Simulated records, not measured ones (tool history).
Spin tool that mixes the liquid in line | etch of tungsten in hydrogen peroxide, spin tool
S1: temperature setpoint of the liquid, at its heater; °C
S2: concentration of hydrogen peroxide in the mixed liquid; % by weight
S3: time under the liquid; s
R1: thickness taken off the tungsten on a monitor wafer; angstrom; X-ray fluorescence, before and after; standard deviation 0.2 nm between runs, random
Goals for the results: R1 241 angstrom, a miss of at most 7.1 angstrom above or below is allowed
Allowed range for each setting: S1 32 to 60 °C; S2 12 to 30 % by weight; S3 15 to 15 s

Run 1, hour 0: S1 44 °C, S2 20.5 % by weight, S3 15 s. Result: R1 273.7 angstrom.
Run 2, hour 1.9: S1 43.5 °C, S2 20.5 % by weight, S3 15 s. Result: R1 269.96 angstrom.
Run 3, hour 8.7: S1 43.5 °C, S2 24 % by weight, S3 15 s. Result: R1 288.58 angstrom.
Run 4, hour 16.4: S1 43.5 °C, S2 24 % by weight, S3 15 s. Result: R1 291.41 angstrom.
Run 5, hour 18.4: S1 43.5 °C, S2 24 % by weight, S3 15 s. Result: R1 289.21 angstrom.
Run 6, hour 21: S1 47.5 °C, S2 24 % by weight, S3 15 s. Result: R1 376.14 angstrom.
Run 7, hour 26.1: S1 47.5 °C, S2 24 % by weight, S3 15 s. Result: R1 375.6 angstrom.
Run 8, hour 26.9: S1 46 °C, S2 24 % by weight, S3 15 s. Result: R1 338.19 angstrom.
Run 9, hour 31.8: S1 45 °C, S2 24 % by weight, S3 15 s. Result: R1 322.28 angstrom.
Run 10, hour 40.2: S1 44 °C, S2 24 % by weight, S3 15 s. Result: R1 298.94 angstrom.
Run 11, hour 48.6: S1 44 °C, S2 24 % by weight, S3 15 s. Result: R1 298.59 angstrom.
Run 12, hour 55: S1 43.5 °C, S2 24 % by weight, S3 15 s. Result: R1 294.79 angstrom.
Run 13, hour 62.8: S1 43 °C, S2 24 % by weight, S3 15 s. Result: R1 283.25 angstrom.

Exactly one of the 5 candidate moves below puts every result within its allowed miss. Which one?
Run A, hour 70.6: S1 40.5 °C, S2 26.5 % by weight, S3 15 s. Result: R1 ?.
Run B, hour 70.6: S1 37.5 °C, S2 27.5 % by weight, S3 15 s. Result: R1 ?.
Run C, hour 70.6: S1 42 °C, S2 25.5 % by weight, S3 15 s. Result: R1 ?.
Run D, hour 70.6: S1 41.5 °C, S2 21 % by weight, S3 15 s. Result: R1 ?.
Run E, hour 70.6: S1 43 °C, S2 21 % by weight, S3 15 s. Result: R1 ?.

move      R1
   A  252.34
   B  211.19
   C   272.7
   D  239.64
   E  263.84
A: closes in on the targets versus the last run, not all within tolerance yet
B: the result that was furthest off in the last run now lies on the other side of its target
C: closes in on the targets versus the last run, not all within tolerance yet
D: all results land within tolerance of their targets
E: closes in on the targets versus the last run, not all within tolerance yet
The right move is D.
